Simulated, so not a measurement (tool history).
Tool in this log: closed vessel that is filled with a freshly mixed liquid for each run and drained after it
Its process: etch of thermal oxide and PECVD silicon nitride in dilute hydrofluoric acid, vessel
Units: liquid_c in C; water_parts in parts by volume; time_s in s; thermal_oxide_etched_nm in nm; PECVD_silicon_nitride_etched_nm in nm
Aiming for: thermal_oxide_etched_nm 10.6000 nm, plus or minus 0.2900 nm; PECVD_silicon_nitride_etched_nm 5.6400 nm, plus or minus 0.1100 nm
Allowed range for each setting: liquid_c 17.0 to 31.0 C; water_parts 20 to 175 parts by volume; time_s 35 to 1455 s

run  hour  liquid_c  water_parts  time_s  thermal_oxide_etched_nm  PECVD_silicon_nitride_etched_nm
  1   0.0      23.0           95     745                  37.7000                          18.2490
  2   6.2      23.0          105     720                  32.5160                          15.9130
  3  10.6      23.0          115     695                  28.1640                          13.9730
  4  16.8      23.0          140     695                  22.2410                          11.5490
  5  21.6      23.0          165     695                  18.6280                           9.7938
  6  29.0      23.0          140     695                  22.5870                          11.5810
  7  36.5      23.0          145     660                  20.4360                          10.7090
  8  41.8      22.5          150     635                  18.5230                           9.6196
  9  43.1      22.0          155     610                  16.8760                           8.5982
 10  50.8      22.0          160     580                  15.4680                           7.9252
 11  56.2      22.0          160     555                  14.7010                           7.5771
 12  56.9      22.0          160     540                  14.3040                           7.4246
 13  57.5      22.0          160     525                  13.9810                           7.1625

Exercise: of the 4 proposed moves below, exactly one satisfies all targets within the stated allowed misses. Which move is it?
  A  58.1      19.0          145     755                        ?                                ?
  B  58.1      28.5          175     515                        ?                                ?
  C  58.1      23.5          155     360                        ?                                ?
  D  58.1      23.0          175     400                        ?                                ?

move  thermal_oxide_etched_nm  PECVD_silicon_nitride_etched_nm
   A                  19.9620                           9.3403
   B                  15.5430                           9.6534
   C                  10.4780                           5.5905
   D                   9.8911                           5.3337
A: further off than the last run
B: further off than the last run
C: every result lands within tolerance
D: moves the result that the last run missed by most past its target, out the other side
Answer: C
